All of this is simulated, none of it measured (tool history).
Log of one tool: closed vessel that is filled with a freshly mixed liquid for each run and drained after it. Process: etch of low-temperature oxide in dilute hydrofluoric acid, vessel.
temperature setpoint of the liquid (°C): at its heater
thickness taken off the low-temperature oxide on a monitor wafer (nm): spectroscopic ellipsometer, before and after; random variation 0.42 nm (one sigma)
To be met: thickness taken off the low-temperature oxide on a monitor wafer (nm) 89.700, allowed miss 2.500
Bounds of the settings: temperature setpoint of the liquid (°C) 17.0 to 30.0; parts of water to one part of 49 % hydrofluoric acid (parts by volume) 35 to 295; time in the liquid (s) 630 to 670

| run | hour | temperature setpoint of the liquid (°C) | parts of water to one part of 49 % hydrofluoric acid (parts by volume) | time in the liquid (s) | thickness taken off the low-temperature oxide on a monitor wafer (nm) |
|---|---|---|---|---|---|
| 1 | 0.0 | 22.0 | 165 | 630 | 46.264 |
| 2 | 2.5 | 22.0 | 165 | 630 | 46.169 |
| 3 | 3.8 | 22.0 | 190 | 630 | 39.193 |
| 4 | 7.8 | 23.0 | 190 | 630 | 40.787 |
| 5 | 10.7 | 26.0 | 190 | 630 | 45.740 |
| 6 | 15.4 | 26.5 | 175 | 630 | 51.085 |
| 7 | 19.2 | 27.0 | 165 | 630 | 55.485 |
| 8 | 27.2 | 27.5 | 155 | 630 | 61.400 |
| 9 | 30.2 | 28.0 | 145 | 630 | 67.937 |
| 10 | 34.8 | 28.5 | 140 | 630 | 72.322 |

4 next moves are on the table. One of them brings every result within its allowed miss. Which?
| A | 39.4 | 25.5 | 120 | 665 | ? |
| B | 39.4 | 26.5 | 115 | 630 | ? |
| C | 39.4 | 27.0 | 125 | 670 | ? |
| D | 39.4 | 30.0 | 125 | 645 | ? |

| move | thickness taken off the low-temperature oxide on a monitor wafer (nm) |
|---|---|
| A | 81.610 |
| B | 84.360 |
| C | 83.061 |
| D | 89.414 |
A: nearer than the last run, and not there yet
B: nearer than the last run, and not there yet
C: nearer than the last run, and not there yet
D: meets every target
The right move is D.
